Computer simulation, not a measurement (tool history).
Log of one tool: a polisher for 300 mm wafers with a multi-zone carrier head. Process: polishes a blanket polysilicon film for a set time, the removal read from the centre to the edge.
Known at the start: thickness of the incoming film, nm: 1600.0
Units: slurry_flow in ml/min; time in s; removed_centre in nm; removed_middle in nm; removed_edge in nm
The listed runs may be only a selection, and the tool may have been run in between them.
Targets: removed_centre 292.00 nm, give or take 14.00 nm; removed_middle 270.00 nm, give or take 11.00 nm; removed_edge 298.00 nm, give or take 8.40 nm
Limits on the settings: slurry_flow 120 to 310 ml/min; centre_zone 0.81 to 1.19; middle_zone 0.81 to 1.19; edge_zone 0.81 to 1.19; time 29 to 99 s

run  hour  slurry_flow  centre_zone  middle_zone  edge_zone  time  removed_centre  removed_middle  removed_edge
  1   0.0          200         1.00         1.00       1.00    64          484.24          465.18        481.31
  2   6.5          200         1.00         1.00       1.00    74          546.00          537.54        559.54
  3  11.6          200         1.00         1.00       0.95    74          552.17          548.91        537.01
  4  18.0          160         1.00         1.00       0.95    74          538.74          526.74        530.08
  5  20.9          180         1.00         1.00       0.95    74          541.67          542.84        534.83
  6  29.8          180         1.07         1.00       0.95    74          579.12          530.83        539.00
  7  34.7          175         1.05         0.98       0.95    69          536.20          483.88        501.34
  8  41.1          170         1.03         0.97       0.95    65          494.67          457.08        475.27
  9  46.2          165         1.02         0.96       0.95    61          452.17          421.92        439.20
 10  51.2          165         1.02         0.96       0.95    61          459.95          422.48        433.68

Of the 4 settings listed for the next run, only one would bring every result within its allowed miss of target. Which one?
  A  56.2          140         1.16         0.91       0.95    42               ?               ?             ?
  B  56.2          130         1.13         0.85       0.85    41               ?               ?             ?
  C  56.2          180         0.94         0.87       0.89    42               ?               ?             ?
  D  56.2          170         0.97         0.97       1.12    88               ?               ?             ?

move  removed_centre  removed_middle  removed_edge
   A          333.60          274.22        305.44
   B          314.81          250.70        281.64
   C          287.96          272.60        303.12
   D          615.52          620.92        705.26
A: the worst result of the last run now meets its target, but another is out of spec
B: pushes the last run's worst result past its target
C: every result within its allowed miss
D: lands further from the targets than the last run did
The right move is C.
